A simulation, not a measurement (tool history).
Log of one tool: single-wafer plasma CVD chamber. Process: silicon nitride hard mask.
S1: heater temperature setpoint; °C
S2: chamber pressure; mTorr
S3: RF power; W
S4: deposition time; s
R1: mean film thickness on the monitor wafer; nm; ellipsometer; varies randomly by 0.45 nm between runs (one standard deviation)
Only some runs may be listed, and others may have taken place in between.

run	hour	S1	S2	S3	S4	R1
1	0.0	385	2080	355	72.0	100.830
2	7.2	391	2080	355	72.0	102.040
3	15.3	391	2340	355	72.0	104.490
4	16.7	387	2340	355	72.0	104.110
5	19.4	387	2340	400	72.0	115.380
6	23.3	387	2340	400	72.0	114.770
7	26.3	387	2120	375	72.0	106.980
8	31.7	387	1980	350	72.0	100.050
9	35.5	387	1870	335	72.0	93.768

Run 10, settings as shown, results not yet in. Your forecast:
10	42.4	387	1740	330	72.0	?

R1: 91.462 nm

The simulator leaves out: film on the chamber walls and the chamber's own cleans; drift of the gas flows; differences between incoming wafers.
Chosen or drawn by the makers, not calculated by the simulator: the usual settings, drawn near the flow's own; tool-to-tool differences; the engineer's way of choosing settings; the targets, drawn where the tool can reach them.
